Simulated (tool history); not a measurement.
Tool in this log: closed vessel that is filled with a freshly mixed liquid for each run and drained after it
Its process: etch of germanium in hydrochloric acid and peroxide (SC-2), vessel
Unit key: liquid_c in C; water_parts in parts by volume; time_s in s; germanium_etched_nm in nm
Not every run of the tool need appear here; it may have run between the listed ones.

run	hour	liquid_c	water_parts	time_s	germanium_etched_nm
1	0.0	60.0	5	105	256.88
2	4.4	56.5	5	105	231.52
3	9.1	56.5	5	110	241.67
4	12.0	54.5	5	110	228.47
5	20.7	54.5	6	110	226.92
6	26.9	54.5	5	110	223.26
7	31.0	53.0	5	110	214.84

Run 8, settings as shown, results not yet in. Your forecast:
8	38.7	52.0	5	110	?

Run 8 gave germanium_etched_nm 206.53 nm.

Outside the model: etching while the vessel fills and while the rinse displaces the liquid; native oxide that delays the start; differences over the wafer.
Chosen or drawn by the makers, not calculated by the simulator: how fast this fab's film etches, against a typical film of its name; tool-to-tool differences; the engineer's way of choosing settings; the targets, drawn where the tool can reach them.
